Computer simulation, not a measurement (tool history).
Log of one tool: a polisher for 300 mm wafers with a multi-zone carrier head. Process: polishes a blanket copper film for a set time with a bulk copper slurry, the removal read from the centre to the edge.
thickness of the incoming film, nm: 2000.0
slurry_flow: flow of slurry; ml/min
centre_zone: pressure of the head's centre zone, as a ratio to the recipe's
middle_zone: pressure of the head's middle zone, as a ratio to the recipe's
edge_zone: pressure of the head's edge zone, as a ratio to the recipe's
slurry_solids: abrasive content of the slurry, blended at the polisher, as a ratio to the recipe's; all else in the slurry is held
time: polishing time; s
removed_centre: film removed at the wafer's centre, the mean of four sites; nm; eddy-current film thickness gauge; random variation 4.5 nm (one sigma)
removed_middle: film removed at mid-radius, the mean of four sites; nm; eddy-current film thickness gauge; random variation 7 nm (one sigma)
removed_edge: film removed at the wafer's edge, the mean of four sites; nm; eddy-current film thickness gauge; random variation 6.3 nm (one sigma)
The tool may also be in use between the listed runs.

{"run": 1, "hour": 0.0, "slurry_flow": 315, "centre_zone": 1.0, "middle_zone": 1.0, "edge_zone": 1.0, "slurry_solids": 1.0, "time": 50, "removed_centre": 377.88, "removed_middle": 374.07, "removed_edge": 370.14}
{"run": 2, "hour": 8.2, "slurry_flow": 315, "centre_zone": 1.01, "middle_zone": 1.01, "edge_zone": 1.02, "slurry_solids": 1.1, "time": 51, "removed_centre": 396.65, "removed_middle": 405.0, "removed_edge": 390.6}
{"run": 3, "hour": 11.2, "slurry_flow": 315, "centre_zone": 1.01, "middle_zone": 1.05, "edge_zone": 1.02, "slurry_solids": 1.1, "time": 51, "removed_centre": 399.42, "removed_middle": 402.96, "removed_edge": 382.63}
{"run": 4, "hour": 19.4, "slurry_flow": 315, "centre_zone": 1.01, "middle_zone": 1.05, "edge_zone": 1.02, "slurry_solids": 1.3, "time": 51, "removed_centre": 411.06, "removed_middle": 424.09, "removed_edge": 403.37}
{"run": 5, "hour": 20.0, "slurry_flow": 315, "centre_zone": 1.02, "middle_zone": 1.05, "edge_zone": 1.04, "slurry_solids": 1.35, "time": 52, "removed_centre": 433.07, "removed_middle": 435.16, "removed_edge": 434.52}
{"run": 6, "hour": 25.0, "slurry_flow": 320, "centre_zone": 1.03, "middle_zone": 1.07, "edge_zone": 1.05, "slurry_solids": 1.4, "time": 53, "removed_centre": 442.49, "removed_middle": 454.93, "removed_edge": 438.79}
{"run": 7, "hour": 27.9, "slurry_flow": 320, "centre_zone": 1.04, "middle_zone": 1.07, "edge_zone": 1.06, "slurry_solids": 1.4, "time": 54, "removed_centre": 450.54, "removed_middle": 467.56, "removed_edge": 453.3}
{"run": 8, "hour": 31.7, "slurry_flow": 320, "centre_zone": 1.06, "middle_zone": 1.07, "edge_zone": 1.07, "slurry_solids": 1.4, "time": 55, "removed_centre": 465.28, "removed_middle": 482.39, "removed_edge": 454.84}
{"run": 9, "hour": 38.5, "slurry_flow": 320, "centre_zone": 1.07, "middle_zone": 1.06, "edge_zone": 1.08, "slurry_solids": 1.4, "time": 56, "removed_centre": 477.24, "removed_middle": 473.85, "removed_edge": 475.45}
{"run": 10, "hour": 46.4, "slurry_flow": 320, "centre_zone": 1.08, "middle_zone": 1.07, "edge_zone": 1.08, "slurry_solids": 1.4, "time": 56, "removed_centre": 480.99, "removed_middle": 473.0, "removed_edge": 459.27}

Run 11 comes next. What will it give?
{"run": 11, "hour": 48.8, "slurry_flow": 325, "centre_zone": 1.08, "middle_zone": 1.07, "edge_zone": 1.08, "slurry_solids": 1.4, "time": 56, "removed_centre": "?", "removed_middle": "?", "removed_edge": "?"}

removed_centre: 481.24 nm
removed_middle: 478.21 nm
removed_edge: 469.48 nm
